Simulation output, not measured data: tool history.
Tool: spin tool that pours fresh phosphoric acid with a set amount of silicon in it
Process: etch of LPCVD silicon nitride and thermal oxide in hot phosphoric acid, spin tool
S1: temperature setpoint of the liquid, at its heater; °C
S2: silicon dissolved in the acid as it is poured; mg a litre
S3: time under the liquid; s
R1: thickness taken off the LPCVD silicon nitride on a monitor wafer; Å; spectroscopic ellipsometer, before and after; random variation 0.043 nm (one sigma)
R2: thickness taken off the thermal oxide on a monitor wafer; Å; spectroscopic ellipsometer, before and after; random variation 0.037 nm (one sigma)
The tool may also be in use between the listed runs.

{"run": 1, "hour": 0.0, "S1": 163.0, "S2": 15.5, "S3": 70, "R1": 58.166, "R2": 1.3261}
{"run": 2, "hour": 3.7, "S1": 163.0, "S2": 15.5, "S3": 45, "R1": 37.509, "R2": 1.3182}
{"run": 3, "hour": 10.6, "S1": 161.5, "S2": 15.5, "S3": 45, "R1": 35.577, "R2": 0.90568}
{"run": 4, "hour": 18.1, "S1": 163.5, "S2": 15.5, "S3": 45, "R1": 38.631, "R2": 0.9919}
{"run": 5, "hour": 22.6, "S1": 163.5, "S2": 15.5, "S3": 25, "R1": 21.244, "R2": 0.76896}
{"run": 6, "hour": 24.2, "S1": 163.5, "S2": 15.0, "S3": 30, "R1": 25.564, "R2": 0.87018}
{"run": 7, "hour": 28.0, "S1": 163.5, "S2": 14.5, "S3": 35, "R1": 29.944, "R2": 0.82386}

Forecast run 8:
{"run": 8, "hour": 36.1, "S1": 163.5, "S2": 12.5, "S3": 40, "R1": "?", "R2": "?"}

{"run 8": {"R1": 34.299, "R2": 0.5781}}
